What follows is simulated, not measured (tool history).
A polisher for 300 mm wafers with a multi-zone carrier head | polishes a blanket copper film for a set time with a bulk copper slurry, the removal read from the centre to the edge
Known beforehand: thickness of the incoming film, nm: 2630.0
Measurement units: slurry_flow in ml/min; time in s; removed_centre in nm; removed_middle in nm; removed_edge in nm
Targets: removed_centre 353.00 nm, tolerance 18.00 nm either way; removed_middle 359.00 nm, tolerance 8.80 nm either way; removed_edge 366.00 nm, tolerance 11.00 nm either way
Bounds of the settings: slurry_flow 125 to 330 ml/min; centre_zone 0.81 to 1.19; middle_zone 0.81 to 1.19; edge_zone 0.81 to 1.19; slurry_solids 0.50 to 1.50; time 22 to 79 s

run 1 hour=0.0 | slurry_flow=210 centre_zone=1.00 middle_zone=1.00 edge_zone=1.00 slurry_solids=1.00 time=50 | removed_centre=239.74 removed_middle=235.96 removed_edge=239.81
run 2 hour=7.1 | slurry_flow=175 centre_zone=1.00 middle_zone=1.00 edge_zone=1.00 slurry_solids=1.00 time=50 | removed_centre=233.58 removed_middle=229.12 removed_edge=235.76
run 3 hour=7.9 | slurry_flow=175 centre_zone=1.00 middle_zone=1.00 edge_zone=0.97 slurry_solids=1.00 time=50 | removed_centre=231.91 removed_middle=229.85 removed_edge=237.79
run 4 hour=11.1 | slurry_flow=195 centre_zone=1.00 middle_zone=1.00 edge_zone=0.97 slurry_solids=1.00 time=50 | removed_centre=235.12 removed_middle=232.27 removed_edge=238.20
run 5 hour=13.7 | slurry_flow=195 centre_zone=1.00 middle_zone=1.00 edge_zone=0.97 slurry_solids=0.85 time=50 | removed_centre=229.66 removed_middle=222.88 removed_edge=226.60
run 6 hour=21.6 | slurry_flow=195 centre_zone=1.00 middle_zone=1.00 edge_zone=0.97 slurry_solids=1.00 time=50 | removed_centre=237.53 removed_middle=234.21 removed_edge=237.48
run 7 hour=30.5 | slurry_flow=190 centre_zone=1.00 middle_zone=1.00 edge_zone=0.98 slurry_solids=1.05 time=52 | removed_centre=253.49 removed_middle=244.01 removed_edge=251.96
run 8 hour=31.3 | slurry_flow=190 centre_zone=1.00 middle_zone=1.00 edge_zone=0.98 slurry_solids=1.05 time=52 | removed_centre=249.12 removed_middle=244.85 removed_edge=246.74
run 9 hour=33.3 | slurry_flow=245 centre_zone=1.04 middle_zone=1.10 edge_zone=1.08 slurry_solids=1.30 time=63 | removed_centre=339.03 removed_middle=345.86 removed_edge=342.77
run 10 hour=37.1 | slurry_flow=250 centre_zone=1.04 middle_zone=1.10 edge_zone=1.09 slurry_solids=1.30 time=63 | removed_centre=340.13 removed_middle=344.69 removed_edge=345.69

Exercise: of the 4 proposed moves below, exactly one satisfies all targets within the stated allowed misses. Which move is it?
run A hour=40.9 | slurry_flow=255 centre_zone=0.97 middle_zone=1.19 edge_zone=1.05 slurry_solids=1.25 time=65 | removed_centre=? removed_middle=? removed_edge=?
run B hour=40.9 | slurry_flow=280 centre_zone=1.02 middle_zone=1.06 edge_zone=1.10 slurry_solids=1.40 time=65 | removed_centre=? removed_middle=? removed_edge=?
run C hour=40.9 | slurry_flow=245 centre_zone=1.01 middle_zone=1.11 edge_zone=1.05 slurry_solids=1.30 time=68 | removed_centre=? removed_middle=? removed_edge=?
run D hour=40.9 | slurry_flow=290 centre_zone=1.09 middle_zone=0.97 edge_zone=1.08 slurry_solids=1.20 time=67 | removed_centre=? removed_middle=? removed_edge=?

move=A removed_centre=326.49 removed_middle=376.71 removed_edge=342.12
move=B removed_centre=356.04 removed_middle=356.65 removed_edge=362.82
move=C removed_centre=357.58 removed_middle=375.32 removed_edge=360.73
move=D removed_centre=378.86 removed_middle=331.70 removed_edge=357.99
A: the biggest miss grows against the last run
B: meets every target
C: gets the furthest-off result to its target, but another result is out of tolerance
D: gets the furthest-off result to its target, but another result is out of tolerance
So the answer is move B, the one that meets all the targets.
